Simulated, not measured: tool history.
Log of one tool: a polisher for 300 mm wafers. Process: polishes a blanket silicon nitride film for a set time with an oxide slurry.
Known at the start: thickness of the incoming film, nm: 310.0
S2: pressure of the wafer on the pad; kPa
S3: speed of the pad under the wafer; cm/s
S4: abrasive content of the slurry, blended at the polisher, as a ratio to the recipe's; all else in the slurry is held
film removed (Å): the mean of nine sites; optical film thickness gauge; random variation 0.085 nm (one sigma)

Run 1, day 0.000: flow of slurry (ml/min) 255, S2 20.0 kPa, S3 84 cm/s, S4 1.00, polishing time (s) 45. Result: film removed (Å) 169.13.
Run 2, day 0.367: flow of slurry (ml/min) 255, S2 24.1 kPa, S3 84 cm/s, S4 1.00, polishing time (s) 45. Result: film removed (Å) 199.16.
Run 3, day 0.621: flow of slurry (ml/min) 255, S2 22.1 kPa, S3 78 cm/s, S4 1.00, polishing time (s) 45. Result: film removed (Å) 181.61.
Run 4, day 0.892: flow of slurry (ml/min) 255, S2 20.7 kPa, S3 72 cm/s, S4 0.95, polishing time (s) 45. Result: film removed (Å) 149.22.
Run 5, day 1.092: flow of slurry (ml/min) 255, S2 20.7 kPa, S3 84 cm/s, S4 0.95, polishing time (s) 45. Result: film removed (Å) 173.77.
Run 6, day 1.462: flow of slurry (ml/min) 255, S2 19.3 kPa, S3 80 cm/s, S4 0.95, polishing time (s) 45. Result: film removed (Å) 153.78.
Run 7, day 1.696: flow of slurry (ml/min) 255, S2 17.9 kPa, S3 76 cm/s, S4 0.95, polishing time (s) 45. Result: film removed (Å) 136.97.
At day 1.933: slurry nozzle cleaned.
Run 8, day 1.933: flow of slurry (ml/min) 255, S2 16.5 kPa, S3 74 cm/s, S4 0.95, polishing time (s) 45. Result: film removed (Å) 128.67.

The next listed run, before its measurement:
Run 9, day 1.992: flow of slurry (ml/min) 255, S2 15.9 kPa, S3 72 cm/s, S4 0.95, polishing time (s) 45. Result: film removed (Å) ?.

{"run 9": {"film removed (Å)": 120.41}}
